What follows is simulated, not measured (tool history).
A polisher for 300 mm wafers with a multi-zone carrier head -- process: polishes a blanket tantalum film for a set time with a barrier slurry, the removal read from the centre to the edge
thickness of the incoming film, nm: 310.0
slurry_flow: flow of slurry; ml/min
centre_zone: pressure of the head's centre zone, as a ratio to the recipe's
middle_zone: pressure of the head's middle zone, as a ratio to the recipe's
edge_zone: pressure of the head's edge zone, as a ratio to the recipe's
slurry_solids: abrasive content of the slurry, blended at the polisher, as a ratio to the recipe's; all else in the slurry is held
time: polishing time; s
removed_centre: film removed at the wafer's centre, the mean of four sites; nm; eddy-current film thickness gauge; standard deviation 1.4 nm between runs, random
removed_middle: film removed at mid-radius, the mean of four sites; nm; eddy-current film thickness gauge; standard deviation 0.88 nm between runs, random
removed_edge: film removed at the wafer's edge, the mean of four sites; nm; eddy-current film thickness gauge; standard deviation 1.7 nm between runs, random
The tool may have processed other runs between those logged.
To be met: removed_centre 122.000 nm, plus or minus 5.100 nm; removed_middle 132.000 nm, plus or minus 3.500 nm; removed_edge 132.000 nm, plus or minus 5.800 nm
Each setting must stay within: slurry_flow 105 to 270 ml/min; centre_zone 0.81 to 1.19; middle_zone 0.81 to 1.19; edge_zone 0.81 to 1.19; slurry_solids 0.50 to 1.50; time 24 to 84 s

Run 1, hour 0.0: slurry_flow 175 ml/min, centre_zone 1.00, middle_zone 1.00, edge_zone 1.00, slurry_solids 1.00, time 54 s. Result: removed_centre 78.548 nm, removed_middle 88.643 nm, removed_edge 87.426 nm.
Run 2, hour 2.1: slurry_flow 175 ml/min, centre_zone 1.00, middle_zone 0.93, edge_zone 1.00, slurry_solids 1.00, time 54 s. Result: removed_centre 78.635 nm, removed_middle 84.319 nm, removed_edge 88.755 nm.
Run 3, hour 7.2: slurry_flow 175 ml/min, centre_zone 1.00, middle_zone 0.93, edge_zone 1.00, slurry_solids 0.85, time 54 s. Result: removed_centre 73.353 nm, removed_middle 79.459 nm, removed_edge 81.124 nm.
Run 4, hour 11.8: slurry_flow 190 ml/min, centre_zone 1.03, middle_zone 0.99, edge_zone 1.03, slurry_solids 1.05, time 55 s. Result: removed_centre 83.174 nm, removed_middle 92.582 nm, removed_edge 92.150 nm.
Run 5, hour 12.6: slurry_flow 190 ml/min, centre_zone 0.97, middle_zone 0.99, edge_zone 1.03, slurry_solids 1.05, time 55 s. Result: removed_centre 79.911 nm, removed_middle 91.620 nm, removed_edge 92.292 nm.
Run 6, hour 13.3: slurry_flow 190 ml/min, centre_zone 1.01, middle_zone 1.01, edge_zone 1.04, slurry_solids 1.20, time 57 s. Result: removed_centre 89.536 nm, removed_middle 101.090 nm, removed_edge 100.800 nm.
At hour 14.7: centre zone pressure recalibrated.
Run 7, hour 14.7: slurry_flow 195 ml/min, centre_zone 1.04, middle_zone 1.02, edge_zone 1.06, slurry_solids 1.30, time 59 s. Result: removed_centre 108.450 nm, removed_middle 106.610 nm, removed_edge 104.040 nm.
Run 8, hour 21.3: slurry_flow 200 ml/min, centre_zone 1.01, middle_zone 1.03, edge_zone 1.08, slurry_solids 1.35, time 61 s. Result: removed_centre 109.960 nm, removed_middle 113.810 nm, removed_edge 112.550 nm.
Run 9, hour 29.4: slurry_flow 205 ml/min, centre_zone 0.99, middle_zone 1.04, edge_zone 1.10, slurry_solids 1.40, time 62 s. Result: removed_centre 111.890 nm, removed_middle 115.810 nm, removed_edge 118.170 nm.
Run 10, hour 30.4: slurry_flow 210 ml/min, centre_zone 0.98, middle_zone 1.07, edge_zone 1.12, slurry_solids 1.45, time 63 s. Result: removed_centre 111.330 nm, removed_middle 121.960 nm, removed_edge 123.100 nm.
Run 11, hour 35.9: slurry_flow 215 ml/min, centre_zone 0.99, middle_zone 1.08, edge_zone 1.13, slurry_solids 1.45, time 64 s. Result: removed_centre 115.410 nm, removed_middle 126.740 nm, removed_edge 123.560 nm.

Which of these 4 next moves meets every target?
Run A, hour 41.4: slurry_flow 235 ml/min, centre_zone 1.09, middle_zone 1.13, edge_zone 1.08, slurry_solids 1.50, time 62 s. Result: removed_centre ?, removed_middle ?, removed_edge ?.
Run B, hour 41.4: slurry_flow 205 ml/min, centre_zone 1.01, middle_zone 1.10, edge_zone 1.19, slurry_solids 1.40, time 68 s. Result: removed_centre ?, removed_middle ?, removed_edge ?.
Run C, hour 41.4: slurry_flow 210 ml/min, centre_zone 0.99, middle_zone 1.03, edge_zone 1.18, slurry_solids 1.50, time 64 s. Result: removed_centre ?, removed_middle ?, removed_edge ?.
Run D, hour 41.4: slurry_flow 200 ml/min, centre_zone 1.02, middle_zone 0.87, edge_zone 1.15, slurry_solids 1.50, time 69 s. Result: removed_centre ?, removed_middle ?, removed_edge ?.

move  removed_centre  removed_middle  removed_edge
   A         127.120         127.900       117.700
   B         124.610         133.100       129.770
   C         117.260         122.430       124.130
   D         129.010         118.000       132.030
A: lands further from the targets than the last run did
B: every result within its allowed miss
C: lands further from the targets than the last run did
D: lands further from the targets than the last run did
Go with B: it meets all targets.
